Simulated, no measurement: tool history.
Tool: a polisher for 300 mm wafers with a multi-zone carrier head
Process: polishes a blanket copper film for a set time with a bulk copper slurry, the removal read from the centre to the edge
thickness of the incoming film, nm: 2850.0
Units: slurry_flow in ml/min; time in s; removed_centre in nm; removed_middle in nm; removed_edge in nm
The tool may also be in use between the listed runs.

Run 1, day 0.000: slurry_flow 125 ml/min, centre_zone 1.00, middle_zone 1.00, edge_zone 1.00, slurry_solids 1.0, time 73 s. Result: removed_centre 997.78 nm, removed_middle 978.76 nm, removed_edge 996.15 nm.
Run 2, day 0.325: slurry_flow 145 ml/min, centre_zone 1.00, middle_zone 1.00, edge_zone 1.00, slurry_solids 1.0, time 73 s. Result: removed_centre 1005.40 nm, removed_middle 1013.50 nm, removed_edge 1017.40 nm.
Run 3, day 0.612: slurry_flow 150 ml/min, centre_zone 1.04, middle_zone 1.00, edge_zone 1.03, slurry_solids 1.1, time 74 s. Result: removed_centre 1115.50 nm, removed_middle 1070.20 nm, removed_edge 1061.40 nm.
Run 4, day 0.954: slurry_flow 150 ml/min, centre_zone 1.04, middle_zone 1.07, edge_zone 1.03, slurry_solids 1.1, time 74 s. Result: removed_centre 1106.40 nm, removed_middle 1122.60 nm, removed_edge 1048.90 nm.
Run 5, day 1.292: slurry_flow 135 ml/min, centre_zone 1.04, middle_zone 1.07, edge_zone 1.03, slurry_solids 1.1, time 74 s. Result: removed_centre 1083.10 nm, removed_middle 1107.50 nm, removed_edge 1048.80 nm.
Run 6, day 1.533: slurry_flow 135 ml/min, centre_zone 1.04, middle_zone 1.03, edge_zone 1.03, slurry_solids 1.1, time 74 s. Result: removed_centre 1092.00 nm, removed_middle 1071.00 nm, removed_edge 1037.20 nm.
Run 7, day 1.721: slurry_flow 135 ml/min, centre_zone 1.04, middle_zone 1.03, edge_zone 1.03, slurry_solids 1.1, time 74 s. Result: removed_centre 1079.30 nm, removed_middle 1068.40 nm, removed_edge 1048.20 nm.

Forecast run 8:
Run 8, day 2.075: slurry_flow 140 ml/min, centre_zone 1.07, middle_zone 1.01, edge_zone 1.06, slurry_solids 1.2, time 75 s. Result: removed_centre ?, removed_middle ?, removed_edge ?.

Run 8 gave removed_centre 1170.60 nm, removed_middle 1095.60 nm, removed_edge 1106.80 nm.
